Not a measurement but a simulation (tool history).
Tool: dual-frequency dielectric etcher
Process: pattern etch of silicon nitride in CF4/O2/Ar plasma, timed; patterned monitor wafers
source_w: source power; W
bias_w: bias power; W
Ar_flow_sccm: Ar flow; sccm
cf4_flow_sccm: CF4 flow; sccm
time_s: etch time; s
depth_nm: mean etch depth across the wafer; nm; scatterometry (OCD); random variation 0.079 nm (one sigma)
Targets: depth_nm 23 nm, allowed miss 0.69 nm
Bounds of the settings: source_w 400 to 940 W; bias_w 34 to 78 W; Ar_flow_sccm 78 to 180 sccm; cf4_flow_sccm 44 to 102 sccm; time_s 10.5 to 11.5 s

run 1 hour=0 | source_w=670 bias_w=56 Ar_flow_sccm=129 cf4_flow_sccm=73 time_s=11.5 | depth_nm=29.078
run 2 hour=4.9 | source_w=780 bias_w=56 Ar_flow_sccm=129 cf4_flow_sccm=73 time_s=11.5 | depth_nm=33.079
run 3 hour=6.1 | source_w=720 bias_w=55 Ar_flow_sccm=130 cf4_flow_sccm=73 time_s=11.5 | depth_nm=30.589
run 4 hour=12.7 | source_w=670 bias_w=54 Ar_flow_sccm=130 cf4_flow_sccm=73 time_s=11.5 | depth_nm=28.744
run 5 hour=13.6 | source_w=630 bias_w=53 Ar_flow_sccm=130 cf4_flow_sccm=73 time_s=11.5 | depth_nm=26.847
run 6 hour=22.6 | source_w=600 bias_w=53 Ar_flow_sccm=130 cf4_flow_sccm=73 time_s=11.5 | depth_nm=25.678
run 7 hour=30.3 | source_w=580 bias_w=53 Ar_flow_sccm=130 cf4_flow_sccm=73 time_s=11.5 | depth_nm=24.961
run 8 hour=32.6 | source_w=570 bias_w=53 Ar_flow_sccm=130 cf4_flow_sccm=73 time_s=11.5 | depth_nm=24.77
run 9 hour=36.8 | source_w=560 bias_w=53 Ar_flow_sccm=130 cf4_flow_sccm=73 time_s=11.5 | depth_nm=24.253
run 10 hour=44.4 | source_w=550 bias_w=53 Ar_flow_sccm=130 cf4_flow_sccm=73 time_s=11.5 | depth_nm=23.853
run 11 hour=50.3 | source_w=550 bias_w=53 Ar_flow_sccm=130 cf4_flow_sccm=73 time_s=11.5 | depth_nm=23.921

Which of these 5 next moves meets every target?
run A hour=56.2 | source_w=630 bias_w=46 Ar_flow_sccm=146 cf4_flow_sccm=75 time_s=11.5 | depth_nm=?
run B hour=56.2 | source_w=640 bias_w=53 Ar_flow_sccm=139 cf4_flow_sccm=78 time_s=10.5 | depth_nm=?
run C hour=56.2 | source_w=580 bias_w=50 Ar_flow_sccm=107 cf4_flow_sccm=59 time_s=11 | depth_nm=?
run D hour=56.2 | source_w=560 bias_w=55 Ar_flow_sccm=99 cf4_flow_sccm=69 time_s=11.5 | depth_nm=?
run E hour=56.2 | source_w=590 bias_w=54 Ar_flow_sccm=131 cf4_flow_sccm=70 time_s=11 | depth_nm=?

move=A depth_nm=24.283
move=B depth_nm=24.654
move=C depth_nm=23.223
move=D depth_nm=25.601
move=E depth_nm=24.273
A: further off than the last run
B: further off than the last run
C: meets every target
D: further off than the last run
E: further off than the last run
Move C is the one to make.
